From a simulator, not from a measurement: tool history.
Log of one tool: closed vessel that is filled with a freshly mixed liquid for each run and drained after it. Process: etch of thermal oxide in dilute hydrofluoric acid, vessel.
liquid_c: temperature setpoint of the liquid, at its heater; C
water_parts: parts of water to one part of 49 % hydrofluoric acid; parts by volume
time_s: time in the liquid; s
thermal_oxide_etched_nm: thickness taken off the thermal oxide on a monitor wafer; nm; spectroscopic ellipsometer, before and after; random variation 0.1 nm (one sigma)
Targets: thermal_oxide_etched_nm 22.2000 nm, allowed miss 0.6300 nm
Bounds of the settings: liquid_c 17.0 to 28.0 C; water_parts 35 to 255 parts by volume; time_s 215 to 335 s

Run 1, day 0.000: liquid_c 20.0 C, water_parts 145 parts by volume, time_s 335 s. Result: thermal_oxide_etched_nm 8.7184 nm.
Run 2, day 0.125: liquid_c 21.5 C, water_parts 130 parts by volume, time_s 335 s. Result: thermal_oxide_etched_nm 10.6140 nm.
Run 3, day 0.358: liquid_c 22.5 C, water_parts 120 parts by volume, time_s 335 s. Result: thermal_oxide_etched_nm 12.1040 nm.
Run 4, day 0.708: liquid_c 25.0 C, water_parts 120 parts by volume, time_s 335 s. Result: thermal_oxide_etched_nm 13.2500 nm.
Run 5, day 0.908: liquid_c 25.5 C, water_parts 110 parts by volume, time_s 335 s. Result: thermal_oxide_etched_nm 14.9690 nm.
Run 6, day 0.988: liquid_c 25.5 C, water_parts 155 parts by volume, time_s 335 s. Result: thermal_oxide_etched_nm 10.0040 nm.
Run 7, day 1.250: liquid_c 25.5 C, water_parts 155 parts by volume, time_s 335 s. Result: thermal_oxide_etched_nm 9.9714 nm.
Run 8, day 1.304: liquid_c 26.0 C, water_parts 140 parts by volume, time_s 335 s. Result: thermal_oxide_etched_nm 11.4590 nm.
Run 9, day 1.688: liquid_c 26.5 C, water_parts 130 parts by volume, time_s 335 s. Result: thermal_oxide_etched_nm 12.7170 nm.
Run 10, day 1.842: liquid_c 27.0 C, water_parts 120 parts by volume, time_s 335 s. Result: thermal_oxide_etched_nm 14.2370 nm.
Run 11, day 2.100: liquid_c 27.0 C, water_parts 110 parts by volume, time_s 335 s. Result: thermal_oxide_etched_nm 15.6880 nm.
Run 12, day 2.258: liquid_c 27.0 C, water_parts 105 parts by volume, time_s 335 s. Result: thermal_oxide_etched_nm 16.7080 nm.
At day 2.512: hydrofluoric acid flow meter replaced.
Run 13, day 2.512: liquid_c 27.0 C, water_parts 100 parts by volume, time_s 335 s. Result: thermal_oxide_etched_nm 18.8700 nm.
Run 14, day 2.817: liquid_c 27.5 C, water_parts 95 parts by volume, time_s 335 s. Result: thermal_oxide_etched_nm 20.4110 nm.

Which of these 5 next moves meets every target?
Run A, day 3.121: liquid_c 28.0 C, water_parts 90 parts by volume, time_s 320 s. Result: thermal_oxide_etched_nm ?.
Run B, day 3.121: liquid_c 26.0 C, water_parts 90 parts by volume, time_s 335 s. Result: thermal_oxide_etched_nm ?.
Run C, day 3.121: liquid_c 25.0 C, water_parts 80 parts by volume, time_s 335 s. Result: thermal_oxide_etched_nm ?.
Run D, day 3.121: liquid_c 27.0 C, water_parts 90 parts by volume, time_s 335 s. Result: thermal_oxide_etched_nm ?.
Run E, day 3.121: liquid_c 28.0 C, water_parts 95 parts by volume, time_s 335 s. Result: thermal_oxide_etched_nm ?.

move  thermal_oxide_etched_nm
   A                  21.1190
   B                  20.4560
   C                  22.4110
   D                  21.2700
   E                  20.8030
A: nearer than the last run, and not there yet
B: as far off as the last run
C: meets every target
D: nearer than the last run, and not there yet
E: nearer than the last run, and not there yet
Answer: C
